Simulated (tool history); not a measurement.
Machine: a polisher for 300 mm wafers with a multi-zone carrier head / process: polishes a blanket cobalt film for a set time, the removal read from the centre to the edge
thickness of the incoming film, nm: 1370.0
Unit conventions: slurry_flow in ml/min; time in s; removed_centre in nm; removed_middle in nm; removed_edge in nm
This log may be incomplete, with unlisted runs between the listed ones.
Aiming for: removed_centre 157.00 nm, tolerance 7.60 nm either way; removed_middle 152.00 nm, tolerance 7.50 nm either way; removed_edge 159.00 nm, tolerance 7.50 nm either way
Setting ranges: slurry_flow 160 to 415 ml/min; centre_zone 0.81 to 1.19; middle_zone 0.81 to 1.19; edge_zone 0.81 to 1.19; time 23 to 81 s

| run | hour | slurry_flow | centre_zone | middle_zone | edge_zone | time | removed_centre | removed_middle | removed_edge |
|---|---|---|---|---|---|---|---|---|---|
| 1 | 0.0 | 265 | 1.00 | 1.00 | 1.00 | 52 | 258.81 | 264.22 | 260.02 |
| 2 | 5.1 | 265 | 1.00 | 0.99 | 0.99 | 49 | 235.37 | 253.35 | 248.26 |
| 3 | 12.9 | 265 | 1.00 | 0.99 | 0.99 | 62 | 302.57 | 314.36 | 313.83 |
| 4 | 15.8 | 265 | 1.00 | 0.99 | 0.99 | 71 | 345.50 | 355.37 | 349.63 |
| 5 | 22.0 | 265 | 1.00 | 0.99 | 0.93 | 71 | 354.13 | 355.94 | 354.70 |
| 6 | 29.0 | 265 | 1.00 | 0.99 | 0.97 | 71 | 344.19 | 356.29 | 347.63 |
| 7 | 35.2 | 250 | 1.00 | 0.98 | 0.96 | 65 | 316.39 | 324.14 | 317.81 |
| 8 | 44.2 | 245 | 1.00 | 0.96 | 0.96 | 60 | 303.05 | 292.83 | 291.37 |
| 9 | 51.7 | 215 | 0.90 | 0.91 | 1.01 | 46 | 193.89 | 212.53 | 222.52 |
| 10 | 58.4 | 210 | 0.91 | 0.90 | 1.00 | 44 | 186.38 | 204.12 | 220.49 |
| 11 | 65.7 | 285 | 1.01 | 0.98 | 0.94 | 30 | 150.75 | 152.50 | 150.07 |
| 12 | 73.0 | 285 | 1.01 | 0.97 | 0.95 | 30 | 150.26 | 148.07 | 147.14 |
| 13 | 81.5 | 285 | 1.01 | 0.97 | 0.96 | 30 | 150.83 | 147.03 | 150.72 |
| 14 | 82.8 | 285 | 1.01 | 0.97 | 0.97 | 30 | 154.09 | 150.33 | 148.59 |
| 15 | 88.0 | 285 | 1.01 | 0.97 | 0.97 | 30 | 150.41 | 148.03 | 149.49 |

Which of these 4 next moves meets every target?
| A | 93.2 | 365 | 1.06 | 1.01 | 0.85 | 29 | ? | ? | ? |
| B | 93.2 | 360 | 1.19 | 1.03 | 0.88 | 29 | ? | ? | ? |
| C | 93.2 | 260 | 1.09 | 0.94 | 1.01 | 32 | ? | ? | ? |
| D | 93.2 | 280 | 1.00 | 0.93 | 0.99 | 32 | ? | ? | ? |

| move | removed_centre | removed_middle | removed_edge |
|---|---|---|---|
| A | 151.43 | 151.90 | 138.70 |
| B | 169.97 | 154.17 | 140.33 |
| C | 166.51 | 153.37 | 160.12 |
| D | 153.80 | 153.10 | 159.68 |
A: the biggest miss grows against the last run
B: the biggest miss grows against the last run
C: brings the result that was furthest off to its target, and leaves another outside
D: hits every target within its allowed miss
Go with D: it meets all targets.
